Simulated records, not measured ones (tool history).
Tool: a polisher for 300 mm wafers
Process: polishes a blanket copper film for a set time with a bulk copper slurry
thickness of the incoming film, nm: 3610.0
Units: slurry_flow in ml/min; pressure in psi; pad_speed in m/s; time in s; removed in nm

| run | hour | slurry_flow | pressure | pad_speed | slurry_solids | time | removed |
|---|---|---|---|---|---|---|---|
| 1 | 0.0 | 295 | 1.9 | 1.18 | 1.0 | 28 | 193.83 |
| 2 | 7.4 | 235 | 1.9 | 1.18 | 1.0 | 28 | 187.25 |
| 3 | 9.6 | 235 | 1.9 | 1.40 | 1.0 | 28 | 222.93 |
| 4 | 16.2 | 235 | 1.9 | 1.40 | 1.0 | 28 | 224.92 |
| 5 | 18.6 | 235 | 1.9 | 1.40 | 0.9 | 28 | 218.63 |
| 6 | 26.4 | 235 | 1.9 | 1.24 | 0.9 | 28 | 194.00 |
| 7 | 30.6 | 235 | 1.8 | 1.24 | 0.9 | 28 | 184.67 |

Run 8 comes next. What will it give?
| 8 | 38.6 | 235 | 1.7 | 1.24 | 0.9 | 28 | ? |

{"run 8": {"removed": 182.88}}
